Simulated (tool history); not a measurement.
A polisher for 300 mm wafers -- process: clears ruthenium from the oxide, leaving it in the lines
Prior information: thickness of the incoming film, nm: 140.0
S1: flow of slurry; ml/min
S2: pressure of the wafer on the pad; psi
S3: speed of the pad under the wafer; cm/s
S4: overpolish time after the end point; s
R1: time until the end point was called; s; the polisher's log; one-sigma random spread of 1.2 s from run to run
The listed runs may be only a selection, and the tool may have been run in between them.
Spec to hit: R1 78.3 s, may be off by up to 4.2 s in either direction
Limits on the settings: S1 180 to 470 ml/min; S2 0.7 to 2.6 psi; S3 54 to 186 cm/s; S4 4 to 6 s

run 1 hour=0 | S1=300 S2=1.6 S3=118 S4=6 | R1=142.51
run 2 hour=7.5 | S1=300 S2=1.7 S3=120 S4=6 | R1=134.96
run 3 hour=8.7 | S1=360 S2=1.7 S3=120 S4=6 | R1=133.95
run 4 hour=17.2 | S1=360 S2=1.7 S3=120 S4=4 | R1=129.31
run 5 hour=20.8 | S1=300 S2=1.7 S3=120 S4=4 | R1=136.2
run 6 hour=23.7 | S1=300 S2=1.7 S3=120 S4=4 | R1=133.89
run 7 hour=30.8 | S1=300 S2=1.8 S3=122 S4=4 | R1=123.64
run 8 hour=33.8 | S1=300 S2=1.8 S3=122 S4=4 | R1=125.57
run 9 hour=37.2 | S1=300 S2=1.8 S3=122 S4=4 | R1=125.5
run 10 hour=42.7 | S1=300 S2=1.9 S3=124 S4=4 | R1=117.63
run 11 hour=47.3 | S1=300 S2=2.4 S3=130 S4=4 | R1=93.204
run 12 hour=49.5 | S1=300 S2=2.4 S3=132 S4=4 | R1=88.49
run 13 hour=51.6 | S1=300 S2=2.5 S3=134 S4=4 | R1=88.012
run 14 hour=59.8 | S1=300 S2=2.5 S3=136 S4=4 | R1=87.124
run 15 hour=63.4 | S1=300 S2=2.5 S3=138 S4=4 | R1=84.925
run 16 hour=70 | S1=300 S2=2.5 S3=140 S4=4 | R1=83.034

Below are 5 possible settings for the next run. Only one of them brings all results inside the allowed miss of their targets. Which is it?
run A hour=76.6 | S1=285 S2=2.4 S3=134 S4=4 | R1=?
run B hour=76.6 | S1=220 S2=1.9 S3=178 S4=4 | R1=?
run C hour=76.6 | S1=280 S2=2.6 S3=146 S4=4 | R1=?
run D hour=76.6 | S1=315 S2=2.3 S3=132 S4=4 | R1=?
run E hour=76.6 | S1=330 S2=2.1 S3=160 S4=4 | R1=?

move=A R1=87.323
move=B R1=92.44
move=C R1=76.197
move=D R1=91.069
move=E R1=86.567
A: the biggest miss grows against the last run
B: the biggest miss grows against the last run
C: in spec on every target
D: the biggest miss grows against the last run
E: the biggest miss grows against the last run
Move C is the one to make.
